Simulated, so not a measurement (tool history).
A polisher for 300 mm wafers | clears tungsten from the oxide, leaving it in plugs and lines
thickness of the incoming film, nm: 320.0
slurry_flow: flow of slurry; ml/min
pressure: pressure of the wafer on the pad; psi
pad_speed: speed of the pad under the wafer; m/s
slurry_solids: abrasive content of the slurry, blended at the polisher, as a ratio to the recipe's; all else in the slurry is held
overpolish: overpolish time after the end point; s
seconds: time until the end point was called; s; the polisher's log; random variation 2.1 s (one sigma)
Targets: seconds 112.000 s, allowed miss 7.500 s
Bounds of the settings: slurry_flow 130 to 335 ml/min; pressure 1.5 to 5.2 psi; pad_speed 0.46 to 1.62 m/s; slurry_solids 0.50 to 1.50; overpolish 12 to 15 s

run  hour  slurry_flow  pressure  pad_speed  slurry_solids  overpolish  seconds
  1   0.0          215       3.3       1.04           1.00          15   79.034
  2   8.6          215       3.3       1.04           0.80          15   83.705
  3   9.5          215       3.3       1.04           0.80          15   83.033
  4  15.9          215       3.3       1.24           0.80          15   68.691
  5  22.9          215       3.9       1.24           0.80          15   62.416
  6  23.8          215       3.6       1.20           0.80          15   67.261
  7  27.9          215       3.3       1.18           0.80          15   72.411
  8  33.7          215       3.1       1.14           0.80          15   78.656
  9  41.5          215       2.9       1.12           0.80          15   82.462
 10  43.1          215       2.7       1.10           0.80          15   91.582
 11  46.0          215       2.6       1.10           0.80          15   89.027
 12  47.6          215       2.6       1.10           0.80          15   93.814
 13  52.2          215       2.6       1.10           0.80          15   93.970

Which of these 4 next moves meets every target?
  A  56.8          175       3.0       1.34           0.85          12        ?
  B  56.8          220       2.3       1.22           0.75          12        ?
  C  56.8          165       2.5       1.00           0.75          15        ?
  D  56.8          250       2.9       1.30           0.70          14        ?

move  seconds
   A   69.860
   B   92.295
   C  109.810
   D   73.206
A: further off than the last run
B: further off than the last run
C: meets every target
D: further off than the last run
The right move is C.

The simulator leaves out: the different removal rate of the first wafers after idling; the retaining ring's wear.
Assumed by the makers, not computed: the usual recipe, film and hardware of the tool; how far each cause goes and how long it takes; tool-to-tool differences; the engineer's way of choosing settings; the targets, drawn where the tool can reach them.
